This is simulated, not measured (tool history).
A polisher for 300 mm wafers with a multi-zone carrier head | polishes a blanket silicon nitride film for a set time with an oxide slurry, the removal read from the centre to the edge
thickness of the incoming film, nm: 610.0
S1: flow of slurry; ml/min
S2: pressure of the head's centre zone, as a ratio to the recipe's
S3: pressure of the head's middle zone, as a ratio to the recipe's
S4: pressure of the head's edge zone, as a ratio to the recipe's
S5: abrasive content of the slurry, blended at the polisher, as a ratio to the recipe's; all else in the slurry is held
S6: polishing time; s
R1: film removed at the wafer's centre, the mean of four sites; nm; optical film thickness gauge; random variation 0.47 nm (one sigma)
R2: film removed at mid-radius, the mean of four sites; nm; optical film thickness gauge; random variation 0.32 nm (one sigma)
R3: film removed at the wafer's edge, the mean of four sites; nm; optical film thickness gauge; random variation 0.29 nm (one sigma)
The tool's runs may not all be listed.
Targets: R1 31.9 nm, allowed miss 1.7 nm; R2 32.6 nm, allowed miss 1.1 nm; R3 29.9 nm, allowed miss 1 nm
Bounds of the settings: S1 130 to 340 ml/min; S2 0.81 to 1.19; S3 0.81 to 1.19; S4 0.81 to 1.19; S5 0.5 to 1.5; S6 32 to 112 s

| run | hour | S1 | S2 | S3 | S4 | S5 | S6 | R1 | R2 | R3 |
|---|---|---|---|---|---|---|---|---|---|---|
| 1 | 0 | 220 | 1 | 1 | 1 | 1 | 72 | 51.746 | 49.412 | 48.826 |
| 2 | 2.3 | 220 | 0.94 | 1 | 1 | 1 | 72 | 49.246 | 50.072 | 48.055 |
| 3 | 7 | 220 | 0.94 | 1 | 1.06 | 1 | 72 | 49.036 | 49.472 | 50.018 |
| 4 | 7.9 | 220 | 0.94 | 1 | 1.06 | 0.8 | 72 | 44.276 | 44.143 | 45.55 |
| 5 | 12.8 | 220 | 0.93 | 1 | 1 | 0.7 | 69 | 36.956 | 38.838 | 37.707 |
| 6 | 15.7 | 220 | 0.93 | 1 | 1 | 0.7 | 61 | 32.108 | 33.569 | 34.239 |
| 7 | 18.1 | 215 | 0.95 | 1 | 0.95 | 0.7 | 61 | 34.662 | 33.9 | 32.789 |
| 8 | 24.3 | 210 | 0.93 | 1 | 0.93 | 0.7 | 61 | 32.714 | 33.421 | 32.714 |
|  | 25.3 | centre zone pressure recalibrated |
| 9 | 25.3 | 205 | 0.98 | 1.04 | 0.84 | 0.6 | 61 | 29.473 | 31.203 | 27.405 |
| 10 | 28.3 | 215 | 0.98 | 1.04 | 0.86 | 0.6 | 61 | 29.277 | 31.067 | 27.858 |
| 11 | 36.3 | 215 | 0.99 | 1.04 | 0.88 | 0.6 | 61 | 29.528 | 31.421 | 28.362 |
| 12 | 44.7 | 215 | 1 | 1.04 | 0.89 | 0.6 | 61 | 29.984 | 31.341 | 28.284 |
| 13 | 49.9 | 215 | 1.01 | 1.04 | 0.9 | 0.6 | 61 | 30.402 | 30.667 | 28.18 |
| 14 | 50.4 | 220 | 1.01 | 1.04 | 0.9 | 0.6 | 61 | 30.415 | 31.604 | 29.027 |
| 15 | 55.8 | 225 | 1.02 | 1.04 | 0.9 | 0.6 | 61 | 30.756 | 31.074 | 29.304 |
| 16 | 63.7 | 220 | 1.02 | 1.05 | 0.9 | 0.6 | 61 | 30.336 | 31.73 | 28.913 |
| 17 | 65.2 | 220 | 1.03 | 1.05 | 0.9 | 0.6 | 61 | 31.948 | 31.37 | 28.636 |
| 18 | 72.4 | 220 | 1.03 | 1.05 | 0.9 | 0.6 | 61 | 30.917 | 31.488 | 28.476 |
| 19 | 79.6 | 240 | 1.03 | 1.06 | 0.96 | 0.65 | 61 | 33.46 | 34.336 | 31.244 |
| 20 | 82.5 | 230 | 1.03 | 1.06 | 0.95 | 0.65 | 61 | 32.825 | 33.475 | 31.584 |
| 21 | 86.6 | 225 | 1.03 | 1.06 | 0.94 | 0.65 | 61 | 33.904 | 34.01 | 31.001 |
| 22 | 92.8 | 225 | 1.02 | 1.05 | 0.93 | 0.65 | 61 | 33.222 | 33.453 | 30.844 |

4 next moves are on the table. One of them brings every result within its allowed miss. Which?
| A | 99 | 270 | 1.1 | 1.04 | 0.85 | 0.8 | 52 | ? | ? | ? |
| B | 99 | 205 | 0.99 | 1.09 | 0.83 | 0.65 | 62 | ? | ? | ? |
| C | 99 | 230 | 1.03 | 1.18 | 0.86 | 0.75 | 54 | ? | ? | ? |
| D | 99 | 235 | 0.98 | 1 | 0.84 | 0.75 | 56 | ? | ? | ? |

| move | R1 | R2 | R3 |
|---|---|---|---|
| A | 36.541 | 33.001 | 30.07 |
| B | 33.157 | 34.766 | 30.276 |
| C | 33.575 | 36.137 | 29.748 |
| D | 33.15 | 32.609 | 30.649 |
A: brings the result that was furthest off to its target, and leaves another outside
B: brings the result that was furthest off to its target, and leaves another outside
C: brings the result that was furthest off to its target, and leaves another outside
D: meets every target
Move D is the one to make.

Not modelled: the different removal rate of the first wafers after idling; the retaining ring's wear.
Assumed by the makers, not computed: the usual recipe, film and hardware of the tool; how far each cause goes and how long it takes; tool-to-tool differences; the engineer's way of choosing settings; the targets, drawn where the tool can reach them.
